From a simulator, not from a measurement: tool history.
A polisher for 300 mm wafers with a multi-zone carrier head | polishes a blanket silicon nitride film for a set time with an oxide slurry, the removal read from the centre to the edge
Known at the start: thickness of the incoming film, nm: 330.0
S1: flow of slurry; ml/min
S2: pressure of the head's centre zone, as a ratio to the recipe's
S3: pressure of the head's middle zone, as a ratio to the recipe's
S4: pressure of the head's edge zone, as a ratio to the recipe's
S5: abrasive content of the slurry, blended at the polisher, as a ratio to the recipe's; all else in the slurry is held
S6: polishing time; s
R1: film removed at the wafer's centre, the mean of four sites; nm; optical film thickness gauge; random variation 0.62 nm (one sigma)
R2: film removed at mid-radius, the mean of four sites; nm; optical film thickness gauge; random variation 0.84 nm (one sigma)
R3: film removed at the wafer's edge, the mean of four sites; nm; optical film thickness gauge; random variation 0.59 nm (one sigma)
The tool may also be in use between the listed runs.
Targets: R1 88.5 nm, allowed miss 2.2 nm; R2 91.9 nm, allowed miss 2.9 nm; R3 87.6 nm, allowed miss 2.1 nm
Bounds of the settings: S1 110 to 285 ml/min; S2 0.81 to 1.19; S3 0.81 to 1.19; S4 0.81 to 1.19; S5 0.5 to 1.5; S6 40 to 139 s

{"run": 1, "hour": 0.0, "S1": 180, "S2": 1, "S3": 1, "S4": 1, "S5": 1, "S6": 89, "R1": 99.218, "R2": 99.062, "R3": 101.09}
{"run": 2, "hour": 6.8, "S1": 175, "S2": 1, "S3": 1, "S4": 0.98, "S5": 1, "S6": 89, "R1": 98.933, "R2": 96.584, "R3": 99.592}
{"run": 3, "hour": 12.3, "S1": 175, "S2": 1, "S3": 1, "S4": 0.98, "S5": 1, "S6": 103, "R1": 112.89, "R2": 114.35, "R3": 114.27}
{"run": 4, "hour": 17.2, "S1": 175, "S2": 0.99, "S3": 1, "S4": 0.96, "S5": 0.95, "S6": 103, "R1": 113.15, "R2": 113.83, "R3": 111.95}
{"run": 5, "hour": 24.8, "S1": 175, "S2": 0.91, "S3": 1, "S4": 0.96, "S5": 0.95, "S6": 103, "R1": 102.19, "R2": 113.72, "R3": 109.73}
{"run": 6, "hour": 27.1, "S1": 175, "S2": 0.91, "S3": 1.07, "S4": 0.96, "S5": 0.95, "S6": 103, "R1": 103.14, "R2": 121.61, "R3": 112.15}
{"run": 7, "hour": 32.1, "S1": 160, "S2": 0.92, "S3": 0.97, "S4": 0.86, "S5": 0.7, "S6": 102, "R1": 91.507, "R2": 98.537, "R3": 93.808}
{"run": 8, "hour": 40.1, "S1": 155, "S2": 0.92, "S3": 0.97, "S4": 0.85, "S5": 0.7, "S6": 102, "R1": 90.915, "R2": 97.453, "R3": 94.39}
{"hour": 41.7, "done": "edge zone pressure recalibrated"}
{"run": 9, "hour": 41.7, "S1": 160, "S2": 0.94, "S3": 0.97, "S4": 0.83, "S5": 0.6, "S6": 102, "R1": 88.937, "R2": 93.394, "R3": 83.389}
{"run": 10, "hour": 49.3, "S1": 155, "S2": 0.94, "S3": 0.96, "S4": 0.84, "S5": 0.6, "S6": 102, "R1": 89.049, "R2": 90.497, "R3": 85.103}
{"run": 11, "hour": 50.1, "S1": 155, "S2": 0.93, "S3": 0.96, "S4": 0.85, "S5": 0.6, "S6": 102, "R1": 87.887, "R2": 91.03, "R3": 85.235}
{"run": 12, "hour": 57.0, "S1": 155, "S2": 0.93, "S3": 0.95, "S4": 0.85, "S5": 0.6, "S6": 102, "R1": 87.706, "R2": 90.86, "R3": 84.841}

5 next moves are on the table. One of them brings every result within its allowed miss. Which?
{"run": "A", "hour": 63.9, "S1": 145, "S2": 0.93, "S3": 0.95, "S4": 0.85, "S5": 0.75, "S6": 98, "R1": "?", "R2": "?", "R3": "?"}
{"run": "B", "hour": 63.9, "S1": 135, "S2": 0.93, "S3": 0.96, "S4": 0.81, "S5": 0.65, "S6": 100, "R1": "?", "R2": "?", "R3": "?"}
{"run": "C", "hour": 63.9, "S1": 120, "S2": 0.93, "S3": 0.87, "S4": 0.82, "S5": 0.7, "S6": 105, "R1": "?", "R2": "?", "R3": "?"}
{"run": "D", "hour": 63.9, "S1": 165, "S2": 0.96, "S3": 0.91, "S4": 0.81, "S5": 0.65, "S6": 100, "R1": "?", "R2": "?", "R3": "?"}
{"run": "E", "hour": 63.9, "S1": 200, "S2": 0.94, "S3": 0.89, "S4": 0.82, "S5": 0.65, "S6": 99, "R1": "?", "R2": "?", "R3": "?"}

move=A R1=88.508 R2=90.446 R3=87.059
move=B R1=84.985 R2=87.786 R3=82.332
move=C R1=88.531 R2=84.626 R3=87.396
move=D R1=91.637 R2=87.236 R3=84.692
move=E R1=91.902 R2=87.419 R3=86.22
A: meets every target
B: further off than the last run
C: brings the result that was furthest off to its target, and leaves another outside
D: further off than the last run
E: brings the result that was furthest off to its target, and leaves another outside
Move A is the one to make.

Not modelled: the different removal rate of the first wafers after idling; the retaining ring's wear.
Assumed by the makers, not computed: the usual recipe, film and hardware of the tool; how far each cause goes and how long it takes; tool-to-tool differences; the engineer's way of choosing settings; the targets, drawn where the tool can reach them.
